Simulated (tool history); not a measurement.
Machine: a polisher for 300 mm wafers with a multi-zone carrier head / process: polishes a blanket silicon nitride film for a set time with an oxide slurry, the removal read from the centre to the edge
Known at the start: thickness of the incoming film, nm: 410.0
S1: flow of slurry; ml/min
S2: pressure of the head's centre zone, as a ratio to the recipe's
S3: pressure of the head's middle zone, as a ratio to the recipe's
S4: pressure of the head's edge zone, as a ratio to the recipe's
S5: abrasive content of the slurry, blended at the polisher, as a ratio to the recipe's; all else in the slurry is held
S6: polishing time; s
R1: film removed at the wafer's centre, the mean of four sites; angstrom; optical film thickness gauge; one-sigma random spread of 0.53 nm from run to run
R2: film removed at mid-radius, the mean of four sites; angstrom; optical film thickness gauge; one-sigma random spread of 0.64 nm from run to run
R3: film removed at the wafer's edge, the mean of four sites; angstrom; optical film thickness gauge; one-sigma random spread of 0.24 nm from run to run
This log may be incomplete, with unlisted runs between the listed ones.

run,hour,S1,S2,S3,S4,S5,S6,R1,R2,R3
1,0.0,130,1.00,1.00,1.00,1.00,47,518.58,515.53,509.76
2,6.1,130,1.00,0.97,1.00,1.00,47,513.11,509.99,509.97
3,11.4,125,1.02,0.97,0.96,0.95,47,513.70,497.06,484.76
4,19.3,125,0.96,0.97,0.96,0.95,47,471.76,469.19,489.29
5,26.0,120,0.99,0.98,0.93,0.90,47,476.83,476.56,462.36
6,29.8,115,1.01,0.97,0.90,0.85,47,476.30,456.69,437.79
7,31.8,110,1.02,0.97,0.88,0.85,47,469.66,450.65,436.42
8,39.2,105,1.03,0.97,0.86,0.80,47,446.54,429.48,419.91

What will run 9 give?
9,44.5,110,1.04,0.97,0.85,0.80,47,?,?,?

R1: 465.39 angstrom
R2: 449.50 angstrom
R3: 416.89 angstrom
